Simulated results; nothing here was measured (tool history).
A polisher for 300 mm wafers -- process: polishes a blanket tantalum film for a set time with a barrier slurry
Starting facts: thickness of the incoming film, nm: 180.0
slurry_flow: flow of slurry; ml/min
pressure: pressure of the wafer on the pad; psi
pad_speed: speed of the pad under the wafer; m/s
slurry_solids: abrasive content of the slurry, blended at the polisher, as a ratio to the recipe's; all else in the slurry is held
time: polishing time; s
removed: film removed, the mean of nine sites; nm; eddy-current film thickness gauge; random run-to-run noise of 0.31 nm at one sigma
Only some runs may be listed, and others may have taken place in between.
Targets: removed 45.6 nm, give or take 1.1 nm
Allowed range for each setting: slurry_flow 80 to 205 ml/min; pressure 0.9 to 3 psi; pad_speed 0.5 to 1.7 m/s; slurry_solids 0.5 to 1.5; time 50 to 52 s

| run | hour | slurry_flow | pressure | pad_speed | slurry_solids | time | removed |
|---|---|---|---|---|---|---|---|
| 1 | 0 | 135 | 1.9 | 1.1 | 1 | 50 | 78.142 |
| 2 | 7.3 | 125 | 1.7 | 1.1 | 1 | 50 | 71.397 |
| 3 | 15.4 | 125 | 1.7 | 1.26 | 1 | 50 | 77.835 |
| 4 | 20.1 | 120 | 1.5 | 1.22 | 1 | 50 | 69.324 |
| 5 | 28 | 90 | 1.5 | 1.22 | 1 | 50 | 66.15 |
| 6 | 30.5 | 90 | 1.5 | 0.98 | 1 | 50 | 56.302 |
| 7 | 39.2 | 90 | 1.4 | 0.98 | 1 | 50 | 53 |
| 8 | 42.8 | 90 | 1.3 | 0.98 | 1 | 50 | 51.462 |
| 9 | 51.7 | 90 | 1.3 | 0.98 | 1 | 50 | 51.288 |
| 10 | 54.1 | 90 | 1.2 | 0.98 | 1 | 50 | 47.827 |
| 11 | 62.2 | 90 | 1.2 | 0.98 | 1 | 50 | 47.743 |
|  | 69.3 | head pressure recalibrated |
| 12 | 69.3 | 85 | 1.1 | 0.98 | 1 | 50 | 47.802 |

Which one of the following 4 next-run settings gets every result inside its allowed miss? There is exactly one.
| A | 76.4 | 85 | 1 | 1.06 | 1.05 | 50 | ? |
| B | 76.4 | 80 | 1 | 1.08 | 0.85 | 51 | ? |
| C | 76.4 | 80 | 1 | 1.3 | 0.75 | 50 | ? |
| D | 76.4 | 105 | 1.1 | 0.92 | 1.1 | 50 | ? |

| move | removed |
|---|---|
| A | 49.241 |
| B | 45.614 |
| C | 47.669 |
| D | 49.971 |
A: misses by more than the last run did
B: each result inside its tolerance
C: nearer the targets than the last run, but a result is still out of spec
D: misses by more than the last run did
The move that meets every target is B.
